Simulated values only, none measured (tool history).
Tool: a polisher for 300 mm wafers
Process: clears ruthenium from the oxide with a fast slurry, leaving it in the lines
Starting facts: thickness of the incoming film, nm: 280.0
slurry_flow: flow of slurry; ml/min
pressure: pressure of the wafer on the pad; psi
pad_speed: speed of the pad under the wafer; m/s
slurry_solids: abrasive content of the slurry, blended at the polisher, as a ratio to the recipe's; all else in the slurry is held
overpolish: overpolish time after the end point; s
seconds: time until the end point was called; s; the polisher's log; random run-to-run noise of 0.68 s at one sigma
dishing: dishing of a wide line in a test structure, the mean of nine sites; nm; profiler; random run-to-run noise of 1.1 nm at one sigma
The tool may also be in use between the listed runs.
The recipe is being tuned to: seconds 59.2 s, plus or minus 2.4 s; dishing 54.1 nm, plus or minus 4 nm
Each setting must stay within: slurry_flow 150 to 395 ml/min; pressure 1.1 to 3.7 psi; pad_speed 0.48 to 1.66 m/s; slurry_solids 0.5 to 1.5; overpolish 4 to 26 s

| run | hour | slurry_flow | pressure | pad_speed | slurry_solids | overpolish | seconds | dishing |
|---|---|---|---|---|---|---|---|---|
| 1 | 0 | 250 | 2.4 | 1.06 | 1 | 13 | 85.231 | 32.169 |
| 2 | 8.6 | 250 | 2.4 | 0.88 | 1 | 13 | 103.28 | 25.843 |
| 3 | 13.8 | 250 | 2.4 | 0.98 | 1 | 13 | 94.25 | 28.991 |
| 4 | 15.1 | 190 | 2.4 | 0.98 | 1 | 13 | 97.947 | 28.357 |
| 5 | 19.5 | 190 | 2.1 | 0.98 | 1 | 13 | 110.25 | 25.274 |
| 6 | 22.9 | 190 | 2.1 | 0.98 | 1 | 15 | 109.98 | 28.626 |
| 7 | 24.1 | 200 | 2.5 | 0.98 | 1 | 15 | 95.398 | 33.175 |
| 8 | 30.5 | 220 | 2.8 | 0.98 | 1 | 15 | 83.311 | 37.033 |
| 9 | 32.8 | 235 | 3 | 0.98 | 1 | 15 | 77.395 | 39.216 |

Exactly one of the 4 candidate moves below puts every result within its allowed miss. Which one?
| A | 35.1 | 265 | 2.1 | 0.96 | 0.9 | 13 | ? | ? |
| B | 35.1 | 180 | 3.7 | 1.1 | 0.9 | 18 | ? | ? |
| C | 35.1 | 225 | 3 | 0.74 | 0.85 | 16 | ? | ? |
| D | 35.1 | 245 | 2.6 | 0.86 | 0.95 | 22 | ? | ? |

| move | seconds | dishing |
|---|---|---|
| A | 112.23 | 24.812 |
| B | 59.758 | 52.185 |
| C | 105.86 | 31.049 |
| D | 100.67 | 41.53 |
A: lands further from the targets than the last run did
B: all results in spec
C: lands further from the targets than the last run did
D: lands further from the targets than the last run did
So the answer is move B, the one that meets all the targets.

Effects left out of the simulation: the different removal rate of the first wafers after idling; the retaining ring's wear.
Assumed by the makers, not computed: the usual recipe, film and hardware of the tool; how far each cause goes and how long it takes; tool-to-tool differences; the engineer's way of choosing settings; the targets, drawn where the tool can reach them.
